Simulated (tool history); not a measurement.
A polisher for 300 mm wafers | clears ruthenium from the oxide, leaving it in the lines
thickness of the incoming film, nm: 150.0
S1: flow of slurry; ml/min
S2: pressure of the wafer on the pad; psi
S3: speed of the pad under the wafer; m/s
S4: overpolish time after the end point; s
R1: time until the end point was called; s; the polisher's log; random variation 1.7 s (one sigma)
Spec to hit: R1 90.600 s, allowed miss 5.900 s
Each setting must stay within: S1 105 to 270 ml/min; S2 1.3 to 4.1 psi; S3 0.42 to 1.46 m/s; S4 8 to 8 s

| run | hour | S1 | S2 | S3 | S4 | R1 |
|---|---|---|---|---|---|---|
| 1 | 0.0 | 175 | 2.7 | 0.94 | 8 | 114.990 |
| 2 | 0.9 | 175 | 2.7 | 0.94 | 8 | 116.520 |
| 3 | 8.2 | 160 | 2.7 | 0.94 | 8 | 120.960 |
| 4 | 15.8 | 170 | 2.8 | 0.94 | 8 | 114.240 |
| 5 | 24.8 | 195 | 2.8 | 0.94 | 8 | 109.870 |
| 6 | 26.3 | 195 | 2.8 | 1.04 | 8 | 100.470 |
| 7 | 34.2 | 195 | 2.8 | 1.04 | 8 | 101.050 |
| 8 | 37.5 | 195 | 2.8 | 1.04 | 8 | 102.600 |

Which one of the following 5 next-run settings gets every result inside its allowed miss? There is exactly one.
| A | 40.8 | 105 | 3.7 | 1.22 | 8 | ? |
| B | 40.8 | 165 | 3.4 | 0.92 | 8 | ? |
| C | 40.8 | 210 | 3.3 | 1.02 | 8 | ? |
| D | 40.8 | 205 | 3.0 | 0.94 | 8 | ? |
| E | 40.8 | 180 | 2.2 | 1.14 | 8 | ? |

| move | R1 |
|---|---|
| A | 81.417 |
| B | 103.550 |
| C | 92.383 |
| D | 107.290 |
| E | 111.160 |
A: pushes the last run's worst result past its target
B: its largest miss is bigger than the last run's
C: meets every target
D: its largest miss is bigger than the last run's
E: its largest miss is bigger than the last run's
The right move is C.
